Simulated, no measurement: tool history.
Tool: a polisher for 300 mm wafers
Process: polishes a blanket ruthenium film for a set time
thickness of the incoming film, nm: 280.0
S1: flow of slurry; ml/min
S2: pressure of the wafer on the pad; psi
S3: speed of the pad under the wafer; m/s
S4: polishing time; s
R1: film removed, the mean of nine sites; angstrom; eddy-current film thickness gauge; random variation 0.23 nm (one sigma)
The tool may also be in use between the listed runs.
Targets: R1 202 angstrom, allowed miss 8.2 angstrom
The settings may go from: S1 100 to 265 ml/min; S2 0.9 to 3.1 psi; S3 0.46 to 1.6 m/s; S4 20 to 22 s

run 1 hour=0 | S1=170 S2=2 S3=1.02 S4=22 | R1=301.9
run 2 hour=3.7 | S1=170 S2=2 S3=1.26 S4=22 | R1=362.56
run 3 hour=8.5 | S1=170 S2=1.8 S3=1.26 S4=22 | R1=334.53
run 4 hour=16.1 | S1=205 S2=1.8 S3=1.26 S4=22 | R1=346.77
run 5 hour=16.8 | S1=200 S2=1.6 S3=1.24 S4=22 | R1=313.27
run 6 hour=20.1 | S1=200 S2=1.8 S3=1.24 S4=22 | R1=339.16
run 7 hour=20.7 | S1=195 S2=1.6 S3=1.22 S4=22 | R1=304.57
run 8 hour=25.9 | S1=190 S2=1.4 S3=1.2 S4=22 | R1=270.79
run 9 hour=28.7 | S1=185 S2=1.3 S3=1.18 S4=22 | R1=245.74
run 10 hour=29.4 | S1=175 S2=1.2 S3=1.18 S4=22 | R1=230.51
run 11 hour=36.8 | S1=165 S2=1.2 S3=1.18 S4=22 | R1=235.28
run 12 hour=44.1 | S1=165 S2=1.1 S3=1.18 S4=22 | R1=213.09
run 13 hour=48 | S1=160 S2=1.1 S3=1.18 S4=22 | R1=217.53
run 14 hour=53.1 | S1=155 S2=1.1 S3=1.18 S4=22 | R1=215.89
run 15 hour=60.6 | S1=150 S2=1.1 S3=1.18 S4=22 | R1=217.01

Which of these 4 next moves meets every target?
run A hour=68.1 | S1=165 S2=1.3 S3=1.08 S4=20 | R1=?
run B hour=68.1 | S1=160 S2=1.2 S3=1.2 S4=21 | R1=?
run C hour=68.1 | S1=160 S2=1.2 S3=1.1 S4=22 | R1=?
run D hour=68.1 | S1=125 S2=1.4 S3=1.1 S4=22 | R1=?

move=A R1=206.45
move=B R1=225.57
move=C R1=217.12
move=D R1=230.44
A: meets every target
B: further off than the last run
C: as far off as the last run
D: further off than the last run
The right move is A.
